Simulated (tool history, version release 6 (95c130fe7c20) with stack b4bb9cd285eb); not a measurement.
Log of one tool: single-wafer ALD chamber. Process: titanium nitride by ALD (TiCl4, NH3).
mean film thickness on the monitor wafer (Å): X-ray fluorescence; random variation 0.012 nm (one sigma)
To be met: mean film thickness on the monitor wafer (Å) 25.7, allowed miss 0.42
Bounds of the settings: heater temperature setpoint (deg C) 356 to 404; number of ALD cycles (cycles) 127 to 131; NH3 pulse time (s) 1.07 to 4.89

run  hour  heater temperature setpoint (deg C)  number of ALD cycles (cycles)  NH3 pulse time (s)  mean film thickness on the monitor wafer (Å)
  1     0                                  380                            127                2.98                                        28.295
  2   2.5                                  377                            127                 2.7                                        28.079
  3  11.1                                  387                            127                 2.7                                         28.12
  4  12.6                                  387                            127                 2.7                                        28.062
  5  19.6                                  387                            131                 2.7                                        28.954
  6  28.2                                  387                            131                3.43                                        29.189
  7    36                                  389                            130                3.09                                         29.11
  8  38.1                                  384                            130                 2.8                                        28.825
  9  42.7                                  382                            130                2.55                                        28.764
 10  47.7                                  385                            130                2.33                                        28.856
 11    49                                  373                            127                1.38                                         26.21
 12  54.7                                  372                            127                1.33                                        25.959
 13  59.4                                  368                            127                1.07                                        25.047

Which of these 5 next moves meets every target?
  A  64.1                                  368                            130                1.07                                             ?
  B  64.1                                  380                            131                1.13                                             ?
  C  64.1                                  369                            131                1.16                                             ?
  D  64.1                                  368                            131                1.19                                             ?
  E  64.1                                  361                            127                1.09                                             ?

move  mean film thickness on the monitor wafer (Å)
   A                                        25.753
   B                                        27.076
   C                                        26.334
   D                                        26.335
   E                                        24.573
A: meets every target
B: takes the result that was furthest off past its target
C: takes the result that was furthest off past its target
D: takes the result that was furthest off past its target
E: further off than the last run
Answer: A
